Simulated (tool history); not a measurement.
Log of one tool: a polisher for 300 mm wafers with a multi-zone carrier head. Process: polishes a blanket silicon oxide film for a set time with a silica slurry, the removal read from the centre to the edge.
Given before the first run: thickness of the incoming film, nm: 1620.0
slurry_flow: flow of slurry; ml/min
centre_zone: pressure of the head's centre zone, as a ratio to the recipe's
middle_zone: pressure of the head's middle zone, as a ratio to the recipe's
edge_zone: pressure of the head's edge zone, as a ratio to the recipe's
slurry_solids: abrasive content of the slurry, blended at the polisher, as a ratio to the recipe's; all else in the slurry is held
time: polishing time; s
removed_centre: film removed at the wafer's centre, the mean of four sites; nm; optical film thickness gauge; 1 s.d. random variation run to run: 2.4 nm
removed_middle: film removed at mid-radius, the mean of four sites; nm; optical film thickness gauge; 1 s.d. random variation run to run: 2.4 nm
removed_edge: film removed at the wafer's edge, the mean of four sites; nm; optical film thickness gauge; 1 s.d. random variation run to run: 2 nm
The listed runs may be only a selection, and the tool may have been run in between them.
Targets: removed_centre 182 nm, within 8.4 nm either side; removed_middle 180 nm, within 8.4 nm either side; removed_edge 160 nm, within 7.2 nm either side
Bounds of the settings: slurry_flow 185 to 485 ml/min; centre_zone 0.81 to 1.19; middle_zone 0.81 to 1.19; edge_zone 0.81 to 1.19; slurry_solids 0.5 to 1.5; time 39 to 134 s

Run 1, hour 0: slurry_flow 310 ml/min, centre_zone 1, middle_zone 1, edge_zone 1, slurry_solids 1, time 86 s. Result: removed_centre 261.15 nm, removed_middle 249.5 nm, removed_edge 254.53 nm.
Run 2, hour 6.5: slurry_flow 310 ml/min, centre_zone 1.01, middle_zone 1.01, edge_zone 0.98, slurry_solids 0.9, time 83 s. Result: removed_centre 239.26 nm, removed_middle 235.93 nm, removed_edge 229.45 nm.
Run 3, hour 15.4: slurry_flow 310 ml/min, centre_zone 1.02, middle_zone 1, edge_zone 0.96, slurry_solids 0.85, time 81 s. Result: removed_centre 224.91 nm, removed_middle 219.72 nm, removed_edge 213.63 nm.
Run 4, hour 20.8: slurry_flow 310 ml/min, centre_zone 1.02, middle_zone 1, edge_zone 0.96, slurry_solids 0.85, time 69 s. Result: removed_centre 193.28 nm, removed_middle 183.27 nm, removed_edge 180.17 nm.
Run 5, hour 29.6: slurry_flow 255 ml/min, centre_zone 1.02, middle_zone 1, edge_zone 0.96, slurry_solids 0.85, time 69 s. Result: removed_centre 186.62 nm, removed_middle 183.74 nm, removed_edge 176.59 nm.
Run 6, hour 33: slurry_flow 255 ml/min, centre_zone 1.02, middle_zone 1, edge_zone 0.96, slurry_solids 0.7, time 69 s. Result: removed_centre 166.07 nm, removed_middle 158.31 nm, removed_edge 155.21 nm.
Run 7, hour 40.4: slurry_flow 265 ml/min, centre_zone 1.03, middle_zone 1.02, edge_zone 0.96, slurry_solids 0.7, time 69 s. Result: removed_centre 168.19 nm, removed_middle 157.28 nm, removed_edge 151.94 nm.
Run 8, hour 43.1: slurry_flow 275 ml/min, centre_zone 1.03, middle_zone 1.03, edge_zone 0.95, slurry_solids 0.7, time 69 s. Result: removed_centre 166.9 nm, removed_middle 157.91 nm, removed_edge 152.91 nm.
Run 9, hour 44.6: slurry_flow 270 ml/min, centre_zone 1.09, middle_zone 1.13, edge_zone 0.95, slurry_solids 0.8, time 69 s. Result: removed_centre 194.83 nm, removed_middle 192.69 nm, removed_edge 171.18 nm.
Run 10, hour 46.9: slurry_flow 265 ml/min, centre_zone 1.09, middle_zone 1.12, edge_zone 0.94, slurry_solids 0.8, time 69 s. Result: removed_centre 192.55 nm, removed_middle 188.7 nm, removed_edge 165.25 nm.

Of the 4 settings listed for the next run, only one would bring every result within its allowed miss of target. Which one?
Run A, hour 49.2: slurry_flow 220 ml/min, centre_zone 0.93, middle_zone 1.07, edge_zone 0.86, slurry_solids 1.05, time 58 s. Result: removed_centre ?, removed_middle ?, removed_edge ?.
Run B, hour 49.2: slurry_flow 235 ml/min, centre_zone 0.96, middle_zone 1.15, edge_zone 0.97, slurry_solids 0.75, time 68 s. Result: removed_centre ?, removed_middle ?, removed_edge ?.
Run C, hour 49.2: slurry_flow 265 ml/min, centre_zone 0.91, middle_zone 1.19, edge_zone 0.86, slurry_solids 0.8, time 68 s. Result: removed_centre ?, removed_middle ?, removed_edge ?.
Run D, hour 49.2: slurry_flow 215 ml/min, centre_zone 1.07, middle_zone 1.12, edge_zone 0.91, slurry_solids 0.7, time 76 s. Result: removed_centre ?, removed_middle ?, removed_edge ?.

move  removed_centre  removed_middle  removed_edge
   A          162.16           181.1        162.41
   B          160.26          183.94        163.26
   C          162.91          202.79        164.26
   D          185.63          187.05        165.76
A: the result that was furthest off in the last run now lies on the other side of its target
B: the result that was furthest off in the last run now lies on the other side of its target
C: the result that was furthest off in the last run now lies on the other side of its target
D: each result inside its tolerance
The right move is D.

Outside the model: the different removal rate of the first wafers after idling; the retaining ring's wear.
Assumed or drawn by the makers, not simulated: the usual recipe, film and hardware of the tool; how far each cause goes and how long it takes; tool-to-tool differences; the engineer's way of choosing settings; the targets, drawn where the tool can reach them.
